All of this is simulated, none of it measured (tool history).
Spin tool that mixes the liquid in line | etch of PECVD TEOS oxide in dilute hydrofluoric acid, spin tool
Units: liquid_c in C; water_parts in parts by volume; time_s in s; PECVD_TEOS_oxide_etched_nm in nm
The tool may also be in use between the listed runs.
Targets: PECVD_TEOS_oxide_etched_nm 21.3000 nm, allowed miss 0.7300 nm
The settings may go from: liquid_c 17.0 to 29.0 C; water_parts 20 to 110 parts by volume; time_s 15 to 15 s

run  hour  liquid_c  water_parts  time_s  PECVD_TEOS_oxide_etched_nm
  1   0.0      21.0           60      15                      6.7373
  2   2.8      21.0           80      15                      4.9330
  3  11.8      21.0           80      15                      4.9595
  4  15.2      23.0           65      15                      6.7124
  5  21.7      24.5           55      15                      8.5903
  6  26.7      25.5           45      15                     11.1090
  7  33.4      25.5           45      15                     11.0210
  8  35.2      26.5           40      15                     12.8850
  9  42.7      27.0           35      15                     15.2240
 10  50.7      29.0           20      15                     30.0030
 11  54.3      28.0           20      15                     28.6380
 12  63.1      26.0           20      15                     26.3400
 13  70.5      24.5           20      15                     24.7570
 14  78.3      23.5           20      15                     23.6770
 15  79.4      23.0           20      15                     23.2850

Which of these 5 next moves meets every target?
  A  80.5      19.5           20      15                           ?
  B  80.5      21.0           20      15                           ?
  C  80.5      22.5           20      15                           ?
  D  80.5      24.0           25      15                           ?
  E  80.5      29.0           30      15                           ?

move  PECVD_TEOS_oxide_etched_nm
   A                     19.9610
   B                     21.3030
   C                     22.7200
   D                     19.2400
   E                     19.5560
A: takes the result that was furthest off past its target
B: meets every target
C: nearer than the last run, and not there yet
D: takes the result that was furthest off past its target
E: takes the result that was furthest off past its target
Answer: B

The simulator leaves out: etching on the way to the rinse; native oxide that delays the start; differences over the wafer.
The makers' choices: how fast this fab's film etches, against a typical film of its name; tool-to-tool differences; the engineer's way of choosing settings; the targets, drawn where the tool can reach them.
